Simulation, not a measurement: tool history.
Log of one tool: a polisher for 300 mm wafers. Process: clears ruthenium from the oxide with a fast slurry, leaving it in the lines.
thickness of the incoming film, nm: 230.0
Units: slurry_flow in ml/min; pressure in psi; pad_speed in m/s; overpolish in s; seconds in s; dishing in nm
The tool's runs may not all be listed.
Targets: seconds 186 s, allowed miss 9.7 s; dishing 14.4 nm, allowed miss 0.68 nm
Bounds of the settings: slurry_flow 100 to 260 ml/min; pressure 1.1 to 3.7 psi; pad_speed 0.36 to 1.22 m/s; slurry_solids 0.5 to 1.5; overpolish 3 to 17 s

run	day	slurry_flow	pressure	pad_speed	slurry_solids	overpolish	seconds	dishing
1	0	165	2.4	0.78	1	9	120.87	15.455
2	0.029	160	2.2	0.78	1	10	130.01	16.35
3	0.212	160	2	0.78	1	10	132.86	15.261
4	0.525	190	2	0.78	1	10	131.75	15.388
5	0.567	185	1.8	0.78	1	11	137.28	16.307
6	0.767	180	1.7	0.76	1	11	146.52	15.391
7	0.975	180	1.7	0.76	1	11	146.04	15.253
8	1.342	175	1.6	0.76	1	11	155.73	14.697

Which of these 4 next moves meets every target?
A	1.708	170	1.5	0.74	1.05	13	?	?
B	1.708	165	1.2	0.74	0.95	15	?	?
C	1.708	160	1.3	0.7	1	13	?	?
D	1.708	180	1.4	0.78	1	11	?	?

move	seconds	dishing
A	161.39	16.343
B	186.83	16.293
C	187	14.232
D	160.63	14.031
A: nearer than the last run, and not there yet
B: brings the result that was furthest off to its target, and leaves another outside
C: meets every target
D: nearer than the last run, and not there yet
The right move is C.
